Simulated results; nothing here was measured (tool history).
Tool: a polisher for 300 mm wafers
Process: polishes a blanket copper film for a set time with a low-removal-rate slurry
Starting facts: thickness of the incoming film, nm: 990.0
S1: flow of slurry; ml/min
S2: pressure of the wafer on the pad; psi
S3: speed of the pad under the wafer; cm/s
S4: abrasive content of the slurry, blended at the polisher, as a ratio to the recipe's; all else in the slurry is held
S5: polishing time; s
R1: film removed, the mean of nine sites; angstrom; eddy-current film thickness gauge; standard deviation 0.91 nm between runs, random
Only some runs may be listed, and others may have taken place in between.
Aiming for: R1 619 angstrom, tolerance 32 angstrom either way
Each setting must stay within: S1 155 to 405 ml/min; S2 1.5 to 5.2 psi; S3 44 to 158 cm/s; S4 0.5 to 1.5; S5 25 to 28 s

run  hour   S1   S2   S3  S4  S5      R1
  1     0  260  3.3  100   1  28  1002.4
  2   6.9  260  3.3  110   1  28  1045.3
  3  15.6  260    3  108   1  28  984.38
  4    18  325    3  108   1  28   991.8
  5  25.8  325  2.3  108   1  28  769.53
  6  26.8  325  2.2  108   1  28  747.22
  7  33.9  325  2.1  108   1  28  736.96
  8  38.9  325  1.5  106   1  28  527.17
  9  45.6  330  1.6  106   1  28  555.82
 10  46.7  335  1.6  106   1  28  568.68
 11  52.9  335  1.6  106   1  28  563.85

Exactly one of the 5 candidate moves below puts every result within its allowed miss. Which one?
  A  59.1  295  1.6  102   1.1  28   ?
  B  59.1  275  2.1   98  0.65  28   ?
  C  59.1  400  2.1  106   0.7  25   ?
  D  59.1  290  1.9   96   1.2  25   ?
  E  59.1  350  1.8  108  0.95  28   ?

move      R1
   A   545.5
   B  548.02
   C  558.68
   D  544.81
   E  615.51
A: the biggest miss grows against the last run
B: the biggest miss grows against the last run
C: the biggest miss grows against the last run
D: the biggest miss grows against the last run
E: all results in spec
Move E is the one to make.
